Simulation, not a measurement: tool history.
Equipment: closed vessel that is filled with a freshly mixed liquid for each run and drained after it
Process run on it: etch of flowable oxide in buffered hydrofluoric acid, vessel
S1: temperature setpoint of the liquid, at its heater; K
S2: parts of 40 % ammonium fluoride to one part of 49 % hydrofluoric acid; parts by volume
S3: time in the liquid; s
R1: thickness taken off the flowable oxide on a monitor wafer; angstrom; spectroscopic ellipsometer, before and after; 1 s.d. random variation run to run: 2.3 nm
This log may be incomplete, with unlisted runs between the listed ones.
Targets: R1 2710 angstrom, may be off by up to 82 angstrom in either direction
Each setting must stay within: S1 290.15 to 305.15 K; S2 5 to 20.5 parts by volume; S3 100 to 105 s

Run 1, hour 0: S1 298.15 K, S2 12.5 parts by volume, S3 100 s. Result: R1 1894.2 angstrom.
Run 2, hour 4.7: S1 298.65 K, S2 12.5 parts by volume, S3 100 s. Result: R1 1945.2 angstrom.
Run 3, hour 6.6: S1 298.65 K, S2 12.5 parts by volume, S3 100 s. Result: R1 1966.7 angstrom.
Run 4, hour 13.3: S1 298.65 K, S2 12.5 parts by volume, S3 105 s. Result: R1 2021.8 angstrom.
Run 5, hour 14.7: S1 299.15 K, S2 12.5 parts by volume, S3 105 s. Result: R1 2115.1 angstrom.
Run 6, hour 23.9: S1 299.65 K, S2 12.5 parts by volume, S3 105 s. Result: R1 2162 angstrom.
Run 7, hour 27.9: S1 300.15 K, S2 12.5 parts by volume, S3 105 s. Result: R1 2230.5 angstrom.
Run 8, hour 30.6: S1 300.65 K, S2 12.5 parts by volume, S3 105 s. Result: R1 2292.9 angstrom.
At hour 36.3: hydrofluoric acid flow meter replaced.
Run 9, hour 36.3: S1 301.15 K, S2 12.5 parts by volume, S3 105 s. Result: R1 2493.1 angstrom.

Exactly one of the 5 candidate moves below puts every result within its allowed miss. Which one?
Run A, hour 42: S1 303.15 K, S2 12 parts by volume, S3 105 s. Result: R1 ?.
Run B, hour 42: S1 302.15 K, S2 13.5 parts by volume, S3 100 s. Result: R1 ?.
Run C, hour 42: S1 301.65 K, S2 12 parts by volume, S3 105 s. Result: R1 ?.
Run D, hour 42: S1 299.65 K, S2 12 parts by volume, S3 100 s. Result: R1 ?.
Run E, hour 42: S1 299.65 K, S2 10 parts by volume, S3 105 s. Result: R1 ?.

move      R1
   A  2900.7
   B  2335.9
   C  2680.1
   D  2294.2
   E  2877.1
A: the result that was furthest off in the last run now lies on the other side of its target
B: misses by more than the last run did
C: meets every target
D: misses by more than the last run did
E: the result that was furthest off in the last run now lies on the other side of its target
Go with C: it meets all targets.
